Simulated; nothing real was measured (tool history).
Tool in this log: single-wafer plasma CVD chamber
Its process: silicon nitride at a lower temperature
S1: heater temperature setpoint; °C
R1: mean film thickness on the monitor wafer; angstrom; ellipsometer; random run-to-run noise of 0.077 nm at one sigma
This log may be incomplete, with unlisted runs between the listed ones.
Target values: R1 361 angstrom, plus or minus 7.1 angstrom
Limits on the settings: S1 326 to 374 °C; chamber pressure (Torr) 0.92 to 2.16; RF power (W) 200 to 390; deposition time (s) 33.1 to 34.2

{"run": 1, "hour": 0.0, "S1": 350, "chamber pressure (Torr)": 1.54, "RF power (W)": 295, "deposition time (s)": 33.1, "R1": 421.63}
{"run": 2, "hour": 5.1, "S1": 354, "chamber pressure (Torr)": 1.54, "RF power (W)": 295, "deposition time (s)": 33.1, "R1": 417.18}
{"run": 3, "hour": 10.9, "S1": 354, "chamber pressure (Torr)": 1.43, "RF power (W)": 290, "deposition time (s)": 33.1, "R1": 401.97}
{"run": 4, "hour": 19.2, "S1": 354, "chamber pressure (Torr)": 1.43, "RF power (W)": 290, "deposition time (s)": 34.2, "R1": 414.01}
{"run": 5, "hour": 24.7, "S1": 348, "chamber pressure (Torr)": 1.43, "RF power (W)": 290, "deposition time (s)": 34.2, "R1": 416.68}
{"run": 6, "hour": 30.4, "S1": 348, "chamber pressure (Torr)": 1.34, "RF power (W)": 290, "deposition time (s)": 34.2, "R1": 405.39}
{"run": 7, "hour": 32.5, "S1": 348, "chamber pressure (Torr)": 1.03, "RF power (W)": 275, "deposition time (s)": 34.1, "R1": 345.23}
{"run": 8, "hour": 37.1, "S1": 348, "chamber pressure (Torr)": 1.05, "RF power (W)": 275, "deposition time (s)": 34.1, "R1": 347.99}
{"run": 9, "hour": 39.2, "S1": 348, "chamber pressure (Torr)": 1.07, "RF power (W)": 275, "deposition time (s)": 34.1, "R1": 352.14}
{"run": 10, "hour": 45.7, "S1": 348, "chamber pressure (Torr)": 1.18, "RF power (W)": 280, "deposition time (s)": 34.1, "R1": 373.06}
{"run": 11, "hour": 47.5, "S1": 348, "chamber pressure (Torr)": 1.16, "RF power (W)": 280, "deposition time (s)": 34.1, "R1": 370.38}
{"run": 12, "hour": 51.1, "S1": 348, "chamber pressure (Torr)": 1.16, "RF power (W)": 280, "deposition time (s)": 34.1, "R1": 370.65}
{"hour": 58.4, "done": "thermocouple changed; heater temperature recalibrated"}
{"run": 13, "hour": 58.4, "S1": 348, "chamber pressure (Torr)": 1.15, "RF power (W)": 280, "deposition time (s)": 34.1, "R1": 368.36}

4 candidate next runs follow, results not yet known. Just one meets every target within its allowed miss. Identify it.
{"run": "A", "hour": 65.7, "S1": 345, "chamber pressure (Torr)": 1.13, "RF power (W)": 285, "deposition time (s)": 34.2, "R1": "?"}
{"run": "B", "hour": 65.7, "S1": 345, "chamber pressure (Torr)": 1.24, "RF power (W)": 275, "deposition time (s)": 34.2, "R1": "?"}
{"run": "C", "hour": 65.7, "S1": 347, "chamber pressure (Torr)": 1.26, "RF power (W)": 270, "deposition time (s)": 34.2, "R1": "?"}
{"run": "D", "hour": 65.7, "S1": 356, "chamber pressure (Torr)": 1.28, "RF power (W)": 270, "deposition time (s)": 33.1, "R1": "?"}

move=A R1=371.88
move=B R1=377.63
move=C R1=374.55
move=D R1=363.48
A: misses by more than the last run did
B: misses by more than the last run did
C: misses by more than the last run did
D: hits every target within its allowed miss
Answer: D
